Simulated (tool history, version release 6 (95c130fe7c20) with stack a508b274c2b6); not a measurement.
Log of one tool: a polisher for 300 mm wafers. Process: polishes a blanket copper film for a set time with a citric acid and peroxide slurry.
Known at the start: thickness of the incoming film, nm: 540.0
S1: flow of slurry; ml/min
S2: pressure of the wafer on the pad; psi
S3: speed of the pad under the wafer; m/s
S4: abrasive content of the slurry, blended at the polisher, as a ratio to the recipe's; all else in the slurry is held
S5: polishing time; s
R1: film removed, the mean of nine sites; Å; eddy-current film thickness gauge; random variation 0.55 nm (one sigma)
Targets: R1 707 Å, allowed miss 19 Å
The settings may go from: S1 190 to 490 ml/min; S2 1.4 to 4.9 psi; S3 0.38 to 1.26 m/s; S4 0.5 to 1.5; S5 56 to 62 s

run	hour	S1	S2	S3	S4	S5	R1
1	0	315	3.1	0.82	1	62	1247.7
2	1.9	315	2.8	0.82	1	62	1125.8
3	6	315	2.5	0.82	1	62	1017.7
4	13.6	390	2.5	0.82	1	62	1018
5	15.7	390	2.9	0.82	1	62	1180.6
6	24	390	2.9	0.82	0.85	62	1118.9
7	30.7	390	2.7	0.82	0.85	62	1051.8
8	34	390	2.5	0.82	0.85	62	986.04
9	38.9	390	2.3	0.82	0.85	62	911.94
10	40.2	390	2.2	0.82	0.85	62	875.08
11	48.6	380	1.4	0.82	0.85	62	560.43
12	49.7	385	1.5	0.82	0.85	62	596.85
13	53.4	385	1.6	0.82	0.85	62	646.21
14	57.2	390	1.7	0.82	0.85	62	683.76
15	62.6	395	1.7	0.82	0.85	62	682.27
16	66.5	400	1.7	0.82	0.85	62	681.13

Which of these 5 next moves meets every target?
A	70.4	355	1.9	0.74	0.85	56	?
B	70.4	385	1.9	0.7	0.85	60	?
C	70.4	425	1.8	0.68	1	61	?
D	70.4	395	1.8	0.84	0.85	59	?
E	70.4	390	1.4	0.9	1.1	62	?

move	R1
A	629.2
B	650.86
C	642.15
D	696.52
E	644.57
A: further off than the last run
B: further off than the last run
C: further off than the last run
D: meets every target
E: further off than the last run
Answer: D

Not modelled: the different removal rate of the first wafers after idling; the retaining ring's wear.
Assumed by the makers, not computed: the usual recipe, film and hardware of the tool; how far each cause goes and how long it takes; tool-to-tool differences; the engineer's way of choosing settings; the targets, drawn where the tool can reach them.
